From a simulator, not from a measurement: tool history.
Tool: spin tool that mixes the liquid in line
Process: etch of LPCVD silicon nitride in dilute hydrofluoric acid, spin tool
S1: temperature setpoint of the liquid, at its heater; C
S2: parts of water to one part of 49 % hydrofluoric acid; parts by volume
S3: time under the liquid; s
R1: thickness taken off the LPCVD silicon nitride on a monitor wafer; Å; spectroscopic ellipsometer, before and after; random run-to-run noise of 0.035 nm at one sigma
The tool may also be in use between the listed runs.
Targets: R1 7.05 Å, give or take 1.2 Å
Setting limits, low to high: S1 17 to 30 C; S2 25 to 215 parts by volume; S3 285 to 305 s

run,hour,S1,S2,S3,R1
1,0,22,120,285,12.466
2,3.2,21,130,285,10.755
3,11.3,21,105,285,14.064
4,13.5,20.5,120,285,11.522
5,22,23.5,120,285,13.734
6,24.5,22.5,135,285,12.438
7,29.5,21.5,145,285,10.336
8,30.5,21,155,285,9.7308
9,35,20.5,165,285,8.3065

Which single option among these 4 for the next run brings every result within its allowed miss of target? Just one does.
A,39.5,20.5,145,285,?
B,39.5,23,160,285,?
C,39.5,22.5,155,305,?
D,39.5,21,195,285,?

move,R1
A,9.497
B,10.163
C,10.863
D,7.3503
A: lands further from the targets than the last run did
B: lands further from the targets than the last run did
C: lands further from the targets than the last run did
D: every result within its allowed miss
Move D is the one to make.

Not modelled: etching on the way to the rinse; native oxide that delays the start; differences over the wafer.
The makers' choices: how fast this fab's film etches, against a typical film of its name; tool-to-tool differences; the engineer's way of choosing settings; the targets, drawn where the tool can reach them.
